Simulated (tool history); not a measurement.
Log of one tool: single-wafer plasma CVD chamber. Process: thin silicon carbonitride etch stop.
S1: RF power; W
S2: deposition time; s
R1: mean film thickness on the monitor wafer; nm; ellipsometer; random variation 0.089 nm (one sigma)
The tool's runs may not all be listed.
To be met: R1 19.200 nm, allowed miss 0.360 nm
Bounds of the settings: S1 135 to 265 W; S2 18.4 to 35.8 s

| run | hour | S1 | S2 | R1 |
|---|---|---|---|---|
| 1 | 0.0 | 200 | 27.1 | 14.567 |
| 2 | 3.1 | 200 | 24.9 | 13.314 |
| 3 | 7.3 | 210 | 26.3 | 14.378 |
| 4 | 8.6 | 210 | 23.3 | 12.626 |
| 5 | 16.4 | 230 | 23.3 | 12.841 |
| 6 | 21.1 | 210 | 23.3 | 12.725 |
| 7 | 24.9 | 215 | 25.2 | 13.721 |
| 8 | 28.9 | 220 | 26.6 | 14.614 |
| 9 | 31.2 | 225 | 27.7 | 15.229 |
| 10 | 34.1 | 225 | 28.8 | 15.867 |
| 11 | 36.0 | 225 | 29.7 | 16.306 |

4 next moves are on the table. One of them brings every result within its allowed miss. Which?
| A | 37.9 | 225 | 35.1 | ? |
| B | 37.9 | 205 | 23.3 | ? |
| C | 37.9 | 220 | 28.6 | ? |
| D | 37.9 | 245 | 22.9 | ? |

| move | R1 |
|---|---|
| A | 19.377 |
| B | 12.611 |
| C | 15.713 |
| D | 12.879 |
A: meets every target
B: further off than the last run
C: further off than the last run
D: further off than the last run
Move A is the one to make.
